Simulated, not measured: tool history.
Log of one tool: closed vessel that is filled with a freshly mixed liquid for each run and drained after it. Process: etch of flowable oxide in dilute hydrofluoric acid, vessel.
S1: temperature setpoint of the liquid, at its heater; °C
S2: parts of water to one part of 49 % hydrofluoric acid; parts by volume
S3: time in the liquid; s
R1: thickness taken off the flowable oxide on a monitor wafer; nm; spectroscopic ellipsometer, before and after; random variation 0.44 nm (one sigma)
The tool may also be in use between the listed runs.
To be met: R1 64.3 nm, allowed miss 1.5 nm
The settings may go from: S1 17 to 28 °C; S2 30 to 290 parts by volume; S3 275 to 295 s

run  hour    S1   S2   S3      R1
  1     0    20  160  275  44.089
  2   7.9  21.5  160  275  46.885
  3  11.9  22.5  160  275  48.164
  4  18.2  22.5  160  275  48.397
  5    23  23.5  160  275  50.443
  6  27.1    24  160  275   51.69
  7  28.4  24.5  160  275  52.118
  8    35    28  145  275  67.974

5 next moves are on the table. One of them brings every result within its allowed miss. Which?
  A  41.6  27  150  275   ?
  B  41.6  26  130  275   ?
  C  41.6  28  135  275   ?
  D  41.6  28  150  275   ?
  E  41.6  28  145  295   ?

move      R1
   A  62.076
   B  70.702
   C  72.937
   D  64.409
   E  71.926
A: takes the result that was furthest off past its target
B: further off than the last run
C: further off than the last run
D: meets every target
E: further off than the last run
Move D is the one to make.

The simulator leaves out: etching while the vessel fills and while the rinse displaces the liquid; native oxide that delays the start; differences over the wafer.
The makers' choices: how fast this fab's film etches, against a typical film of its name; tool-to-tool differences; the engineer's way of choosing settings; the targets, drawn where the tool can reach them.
